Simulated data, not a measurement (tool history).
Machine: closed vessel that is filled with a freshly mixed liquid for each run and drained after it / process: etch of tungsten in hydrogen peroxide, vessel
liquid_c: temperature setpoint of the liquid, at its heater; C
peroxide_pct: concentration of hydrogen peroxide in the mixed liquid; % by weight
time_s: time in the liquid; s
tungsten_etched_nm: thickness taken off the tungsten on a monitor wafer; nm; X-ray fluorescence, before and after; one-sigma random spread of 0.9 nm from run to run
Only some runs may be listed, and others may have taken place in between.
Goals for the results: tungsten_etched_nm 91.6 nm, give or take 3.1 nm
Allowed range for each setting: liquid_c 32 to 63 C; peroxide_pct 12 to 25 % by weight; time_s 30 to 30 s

{"run": 1, "hour": 0.0, "liquid_c": 47, "peroxide_pct": 17, "time_s": 30, "tungsten_etched_nm": 53.068}
{"run": 2, "hour": 4.3, "liquid_c": 47, "peroxide_pct": 17, "time_s": 30, "tungsten_etched_nm": 53.153}
{"run": 3, "hour": 7.2, "liquid_c": 47, "peroxide_pct": 17, "time_s": 30, "tungsten_etched_nm": 52.018}
{"run": 4, "hour": 10.5, "liquid_c": 47, "peroxide_pct": 17, "time_s": 30, "tungsten_etched_nm": 53.165}
{"run": 5, "hour": 14.4, "liquid_c": 41, "peroxide_pct": 17, "time_s": 30, "tungsten_etched_nm": 36.171}
{"run": 6, "hour": 22.3, "liquid_c": 41, "peroxide_pct": 13.5, "time_s": 30, "tungsten_etched_nm": 31.663}
{"run": 7, "hour": 28.6, "liquid_c": 43.5, "peroxide_pct": 13.5, "time_s": 30, "tungsten_etched_nm": 37.748}
{"run": 8, "hour": 35.3, "liquid_c": 45.5, "peroxide_pct": 13.5, "time_s": 30, "tungsten_etched_nm": 42.773}
{"run": 9, "hour": 43.8, "liquid_c": 53.5, "peroxide_pct": 14, "time_s": 30, "tungsten_etched_nm": 71.21}
{"run": 10, "hour": 48.6, "liquid_c": 54, "peroxide_pct": 14, "time_s": 30, "tungsten_etched_nm": 73.558}

5 candidate next runs follow, results not yet known. Just one meets every target within its allowed miss. Identify it.
{"run": "A", "hour": 53.4, "liquid_c": 58.5, "peroxide_pct": 14.5, "time_s": 30, "tungsten_etched_nm": "?"}
{"run": "B", "hour": 53.4, "liquid_c": 50, "peroxide_pct": 12, "time_s": 30, "tungsten_etched_nm": "?"}
{"run": "C", "hour": 53.4, "liquid_c": 56.5, "peroxide_pct": 14, "time_s": 30, "tungsten_etched_nm": "?"}
{"run": "D", "hour": 53.4, "liquid_c": 50.5, "peroxide_pct": 16, "time_s": 30, "tungsten_etched_nm": "?"}
{"run": "E", "hour": 53.4, "liquid_c": 57.5, "peroxide_pct": 14.5, "time_s": 30, "tungsten_etched_nm": "?"}

move=A tungsten_etched_nm=97.017
move=B tungsten_etched_nm=53.2
move=C tungsten_etched_nm=84.824
move=D tungsten_etched_nm=63.333
move=E tungsten_etched_nm=91.531
A: moves the result that the last run missed by most past its target, out the other side
B: misses by more than the last run did
C: moves toward the targets from the last run without getting all of them in spec
D: misses by more than the last run did
E: in spec on every target
Answer: E
